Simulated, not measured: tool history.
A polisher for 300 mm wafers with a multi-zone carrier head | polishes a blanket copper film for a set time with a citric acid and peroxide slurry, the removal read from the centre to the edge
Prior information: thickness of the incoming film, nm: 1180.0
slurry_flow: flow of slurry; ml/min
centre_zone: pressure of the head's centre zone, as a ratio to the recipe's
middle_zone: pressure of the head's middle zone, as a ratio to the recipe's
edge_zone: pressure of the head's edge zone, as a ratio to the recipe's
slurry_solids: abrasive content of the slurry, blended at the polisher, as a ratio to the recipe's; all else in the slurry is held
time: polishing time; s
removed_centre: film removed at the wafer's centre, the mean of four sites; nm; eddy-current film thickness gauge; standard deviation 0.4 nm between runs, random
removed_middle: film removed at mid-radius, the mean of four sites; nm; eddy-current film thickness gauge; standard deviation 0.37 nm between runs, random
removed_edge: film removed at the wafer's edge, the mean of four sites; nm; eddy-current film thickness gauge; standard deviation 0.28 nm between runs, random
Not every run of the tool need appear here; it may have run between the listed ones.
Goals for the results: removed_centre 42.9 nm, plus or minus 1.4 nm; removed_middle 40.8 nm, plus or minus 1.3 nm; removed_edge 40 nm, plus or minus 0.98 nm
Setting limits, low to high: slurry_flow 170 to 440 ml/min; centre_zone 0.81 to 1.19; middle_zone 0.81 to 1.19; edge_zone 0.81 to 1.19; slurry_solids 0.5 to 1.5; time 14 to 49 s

{"run": 1, "hour": 0.0, "slurry_flow": 280, "centre_zone": 1, "middle_zone": 1, "edge_zone": 1, "slurry_solids": 1, "time": 31, "removed_centre": 61.682, "removed_middle": 61.842, "removed_edge": 61.25}
{"run": 2, "hour": 1.0, "slurry_flow": 280, "centre_zone": 0.96, "middle_zone": 1, "edge_zone": 1, "slurry_solids": 1, "time": 31, "removed_centre": 59.262, "removed_middle": 61.92, "removed_edge": 61.618}
{"run": 3, "hour": 2.7, "slurry_flow": 280, "centre_zone": 0.96, "middle_zone": 0.99, "edge_zone": 0.98, "slurry_solids": 0.95, "time": 30, "removed_centre": 58.106, "removed_middle": 57.736, "removed_edge": 59.013}
{"run": 4, "hour": 9.4, "slurry_flow": 280, "centre_zone": 0.96, "middle_zone": 0.99, "edge_zone": 0.98, "slurry_solids": 0.75, "time": 30, "removed_centre": 54.876, "removed_middle": 55.57, "removed_edge": 54.752}
{"run": 5, "hour": 15.5, "slurry_flow": 280, "centre_zone": 0.96, "middle_zone": 0.99, "edge_zone": 0.97, "slurry_solids": 0.7, "time": 29, "removed_centre": 51.975, "removed_middle": 53.266, "removed_edge": 53.131}
{"run": 6, "hour": 20.7, "slurry_flow": 280, "centre_zone": 1.01, "middle_zone": 0.99, "edge_zone": 0.97, "slurry_solids": 0.7, "time": 29, "removed_centre": 54.944, "removed_middle": 53.533, "removed_edge": 53.137}
{"run": 7, "hour": 21.6, "slurry_flow": 270, "centre_zone": 0.98, "middle_zone": 0.93, "edge_zone": 0.87, "slurry_solids": 0.5, "time": 23, "removed_centre": 38.958, "removed_middle": 37.26, "removed_edge": 37.657}
{"run": 8, "hour": 24.9, "slurry_flow": 280, "centre_zone": 0.98, "middle_zone": 0.93, "edge_zone": 0.87, "slurry_solids": 0.5, "time": 23, "removed_centre": 39.785, "removed_middle": 37.161, "removed_edge": 37.6}
{"run": 9, "hour": 26.9, "slurry_flow": 285, "centre_zone": 0.98, "middle_zone": 0.94, "edge_zone": 0.88, "slurry_solids": 0.5, "time": 23, "removed_centre": 39.492, "removed_middle": 37.804, "removed_edge": 37.674}
{"run": 10, "hour": 32.0, "slurry_flow": 285, "centre_zone": 0.99, "middle_zone": 0.94, "edge_zone": 0.89, "slurry_solids": 0.5, "time": 23, "removed_centre": 39.652, "removed_middle": 37.625, "removed_edge": 37.868}
{"run": 11, "hour": 33.7, "slurry_flow": 285, "centre_zone": 1, "middle_zone": 0.95, "edge_zone": 0.9, "slurry_solids": 0.5, "time": 23, "removed_centre": 40.275, "removed_middle": 38.182, "removed_edge": 38.237}
{"run": 12, "hour": 36.3, "slurry_flow": 285, "centre_zone": 1, "middle_zone": 0.95, "edge_zone": 0.91, "slurry_solids": 0.5, "time": 23, "removed_centre": 40.555, "removed_middle": 37.83, "removed_edge": 38.343}
{"run": 13, "hour": 40.2, "slurry_flow": 285, "centre_zone": 1, "middle_zone": 0.96, "edge_zone": 0.91, "slurry_solids": 0.5, "time": 23, "removed_centre": 40.463, "removed_middle": 38.627, "removed_edge": 38.655}

Of the 5 settings listed for the next run, only one would bring every result within its allowed miss of target. Which one?
{"run": "A", "hour": 44.1, "slurry_flow": 285, "centre_zone": 0.98, "middle_zone": 0.97, "edge_zone": 0.96, "slurry_solids": 0.55, "time": 23, "removed_centre": "?", "removed_middle": "?", "removed_edge": "?"}
{"run": "B", "hour": 44.1, "slurry_flow": 310, "centre_zone": 0.97, "middle_zone": 0.91, "edge_zone": 0.81, "slurry_solids": 0.5, "time": 25, "removed_centre": "?", "removed_middle": "?", "removed_edge": "?"}
{"run": "C", "hour": 44.1, "slurry_flow": 320, "centre_zone": 1.04, "middle_zone": 0.91, "edge_zone": 1.06, "slurry_solids": 0.55, "time": 22, "removed_centre": "?", "removed_middle": "?", "removed_edge": "?"}
{"run": "D", "hour": 44.1, "slurry_flow": 335, "centre_zone": 0.98, "middle_zone": 0.85, "edge_zone": 0.9, "slurry_solids": 0.9, "time": 21, "removed_centre": "?", "removed_middle": "?", "removed_edge": "?"}
{"run": "E", "hour": 44.1, "slurry_flow": 335, "centre_zone": 1.11, "middle_zone": 0.93, "edge_zone": 0.86, "slurry_solids": 0.5, "time": 22, "removed_centre": "?", "removed_middle": "?", "removed_edge": "?"}

move=A removed_centre=40.226 removed_middle=40.232 removed_edge=39.759
move=B removed_centre=42.889 removed_middle=41.076 removed_edge=39.946
move=C removed_centre=41.387 removed_middle=36.912 removed_edge=40.09
move=D removed_centre=41.289 removed_middle=36.972 removed_edge=39.616
move=E removed_centre=43.601 removed_middle=37.057 removed_edge=36.178
A: further off than the last run
B: all results in spec
C: further off than the last run
D: further off than the last run
E: gets the furthest-off result to its target, but another result is out of tolerance
Answer: B

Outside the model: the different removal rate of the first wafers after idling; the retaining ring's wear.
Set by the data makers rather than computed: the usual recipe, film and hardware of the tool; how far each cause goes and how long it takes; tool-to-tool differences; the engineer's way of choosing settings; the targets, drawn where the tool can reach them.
